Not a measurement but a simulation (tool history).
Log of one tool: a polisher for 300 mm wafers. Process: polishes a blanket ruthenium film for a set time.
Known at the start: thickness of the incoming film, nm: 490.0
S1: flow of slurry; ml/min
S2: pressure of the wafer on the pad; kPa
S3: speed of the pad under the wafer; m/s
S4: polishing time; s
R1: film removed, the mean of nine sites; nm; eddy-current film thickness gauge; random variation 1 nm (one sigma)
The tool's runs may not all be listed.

run  hour   S1    S2    S3   S4      R1
  1   0.0  210  15.9  1.00  115  176.34
  2   5.2  190  15.9  1.00  115  174.98
  3  10.9  190  15.9  1.22  115  211.87
  4  13.1  190  15.9  1.22  121  224.77
  5  16.6  145  15.9  1.22  121  218.21
  6  17.2  145  14.5  1.22  121  202.54
  7  21.9  145  14.5  1.22  121  201.00

Run 8 comes next. What will it give?
  8  30.6  145  13.1  1.22  121   ?

{"run 8": {"R1": 187.87}}
